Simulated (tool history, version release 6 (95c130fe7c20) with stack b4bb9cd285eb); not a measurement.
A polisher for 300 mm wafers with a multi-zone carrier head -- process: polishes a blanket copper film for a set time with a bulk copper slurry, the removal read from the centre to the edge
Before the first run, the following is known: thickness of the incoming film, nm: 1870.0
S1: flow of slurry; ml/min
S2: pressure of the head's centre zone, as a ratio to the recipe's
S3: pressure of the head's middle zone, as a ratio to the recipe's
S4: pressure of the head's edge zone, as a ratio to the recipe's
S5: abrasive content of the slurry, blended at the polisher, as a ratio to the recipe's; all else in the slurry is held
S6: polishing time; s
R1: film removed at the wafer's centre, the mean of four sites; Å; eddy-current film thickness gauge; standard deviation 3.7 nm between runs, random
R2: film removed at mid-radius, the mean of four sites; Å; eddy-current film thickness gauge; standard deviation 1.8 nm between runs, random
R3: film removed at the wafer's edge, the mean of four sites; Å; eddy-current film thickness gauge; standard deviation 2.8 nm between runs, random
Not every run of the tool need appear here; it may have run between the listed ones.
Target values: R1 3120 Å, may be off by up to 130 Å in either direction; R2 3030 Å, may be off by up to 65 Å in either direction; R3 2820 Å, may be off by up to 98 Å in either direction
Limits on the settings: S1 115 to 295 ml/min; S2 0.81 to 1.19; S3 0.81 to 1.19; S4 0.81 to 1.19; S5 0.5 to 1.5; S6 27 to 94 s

{"run": 1, "hour": 0.0, "S1": 190, "S2": 1, "S3": 1, "S4": 1, "S5": 1, "S6": 60, "R1": 5262.7, "R2": 5085.1, "R3": 5106.6}
{"run": 2, "hour": 6.1, "S1": 190, "S2": 1, "S3": 1, "S4": 0.96, "S5": 0.9, "S6": 55, "R1": 4791, "R2": 4549.5, "R3": 4443.6}
{"run": 3, "hour": 15.0, "S1": 190, "S2": 0.96, "S3": 1, "S4": 0.96, "S5": 0.9, "S6": 55, "R1": 4646.5, "R2": 4597.6, "R3": 4494.8}
{"run": 4, "hour": 19.4, "S1": 190, "S2": 0.96, "S3": 1, "S4": 0.91, "S5": 0.9, "S6": 55, "R1": 4594.5, "R2": 4583.3, "R3": 4314.6}
{"run": 5, "hour": 23.5, "S1": 185, "S2": 0.95, "S3": 0.99, "S4": 0.89, "S5": 0.8, "S6": 52, "R1": 4249.5, "R2": 4137.7, "R3": 3970.4}
{"hour": 27.2, "done": "centre zone pressure recalibrated"}
{"run": 6, "hour": 27.2, "S1": 185, "S2": 0.95, "S3": 0.99, "S4": 0.86, "S5": 0.8, "S6": 52, "R1": 3914.4, "R2": 4167.2, "R3": 3889.5}
{"run": 7, "hour": 31.9, "S1": 185, "S2": 0.98, "S3": 0.99, "S4": 0.85, "S5": 0.75, "S6": 49, "R1": 3754.8, "R2": 3905.6, "R3": 3670.7}
{"run": 8, "hour": 35.4, "S1": 200, "S2": 1.03, "S3": 0.99, "S4": 0.84, "S5": 0.7, "S6": 46, "R1": 3712.5, "R2": 3635.2, "R3": 3403.8}

Of the 5 settings listed for the next run, only one would bring every result within its allowed miss of target. Which one?
{"run": "A", "hour": 38.9, "S1": 155, "S2": 0.9, "S3": 0.99, "S4": 0.83, "S5": 0.65, "S6": 40, "R1": "?", "R2": "?", "R3": "?"}
{"run": "B", "hour": 38.9, "S1": 205, "S2": 1.06, "S3": 0.95, "S4": 0.86, "S5": 0.5, "S6": 40, "R1": "?", "R2": "?", "R3": "?"}
{"run": "C", "hour": 38.9, "S1": 135, "S2": 1.06, "S3": 0.99, "S4": 0.81, "S5": 0.6, "S6": 41, "R1": "?", "R2": "?", "R3": "?"}
{"run": "D", "hour": 38.9, "S1": 190, "S2": 1.09, "S3": 0.87, "S4": 0.96, "S5": 0.65, "S6": 41, "R1": "?", "R2": "?", "R3": "?"}
{"run": "E", "hour": 38.9, "S1": 180, "S2": 0.99, "S3": 0.87, "S4": 0.88, "S5": 0.75, "S6": 40, "R1": "?", "R2": "?", "R3": "?"}

move=A R1=2769.5 R2=3053.4 R3=2812.6
move=B R1=3155.9 R2=2920.2 R3=2798.7
move=C R1=3139.9 R2=3026.6 R3=2780.3
move=D R1=3424.7 R2=2880.8 R3=3107.4
move=E R1=3137.7 R2=2865.2 R3=2993.7
A: gets the furthest-off result to its target, but another result is out of tolerance
B: takes the result that was furthest off past its target
C: all results in spec
D: takes the result that was furthest off past its target
E: takes the result that was furthest off past its target
Go with C: it meets all targets.
